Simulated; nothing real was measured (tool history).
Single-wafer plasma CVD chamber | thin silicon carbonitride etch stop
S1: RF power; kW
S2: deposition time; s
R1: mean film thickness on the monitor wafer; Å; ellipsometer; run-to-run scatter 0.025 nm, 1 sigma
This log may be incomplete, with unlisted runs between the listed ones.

run 1 day=0 | S1=0.165 S2=13.9 | R1=69.123
run 2 day=0.192 | S1=0.19 S2=13.9 | R1=71.971
run 3 day=0.562 | S1=0.18 S2=13.4 | R1=68.49
run 4 day=0.6 | S1=0.17 S2=13 | R1=65.401
run 5 day=0.704 | S1=0.15 S2=13 | R1=62.772
run 6 day=1.067 | S1=0.15 S2=11.8 | R1=57.275
run 7 day=1.217 | S1=0.145 S2=11.8 | R1=56.66

Run 8 has not been measured yet. What should we expect?
run 8 day=1.571 | S1=0.14 S2=11.8 | R1=?

R1: 55.931 Å
